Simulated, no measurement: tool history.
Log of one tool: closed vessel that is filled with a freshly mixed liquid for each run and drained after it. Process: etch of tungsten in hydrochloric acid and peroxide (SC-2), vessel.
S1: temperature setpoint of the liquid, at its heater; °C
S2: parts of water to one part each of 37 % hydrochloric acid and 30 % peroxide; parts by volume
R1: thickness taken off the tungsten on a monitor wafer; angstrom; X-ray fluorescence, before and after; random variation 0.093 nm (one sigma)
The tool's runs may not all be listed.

Run 1, hour 0.0: S1 51.0 °C, S2 11.0 parts by volume, time in the liquid (s) 30. Result: R1 87.592 angstrom.
Run 2, hour 9.1: S1 51.0 °C, S2 14.0 parts by volume, time in the liquid (s) 30. Result: R1 71.550 angstrom.
Run 3, hour 15.4: S1 56.0 °C, S2 14.0 parts by volume, time in the liquid (s) 30. Result: R1 98.571 angstrom.
Run 4, hour 22.8: S1 56.5 °C, S2 14.0 parts by volume, time in the liquid (s) 30. Result: R1 101.220 angstrom.
Run 5, hour 24.8: S1 56.5 °C, S2 17.5 parts by volume, time in the liquid (s) 30. Result: R1 82.964 angstrom.
Run 6, hour 33.9: S1 52.5 °C, S2 17.5 parts by volume, time in the liquid (s) 30. Result: R1 64.860 angstrom.
Run 7, hour 38.8: S1 52.5 °C, S2 17.5 parts by volume, time in the liquid (s) 30. Result: R1 64.336 angstrom.
Run 8, hour 41.0: S1 53.5 °C, S2 17.5 parts by volume, time in the liquid (s) 30. Result: R1 68.498 angstrom.

Run 9 comes next. What will it give?
Run 9, hour 47.5: S1 54.5 °C, S2 17.5 parts by volume, time in the liquid (s) 30. Result: R1 ?.

Run 9 gave R1 73.635 angstrom.

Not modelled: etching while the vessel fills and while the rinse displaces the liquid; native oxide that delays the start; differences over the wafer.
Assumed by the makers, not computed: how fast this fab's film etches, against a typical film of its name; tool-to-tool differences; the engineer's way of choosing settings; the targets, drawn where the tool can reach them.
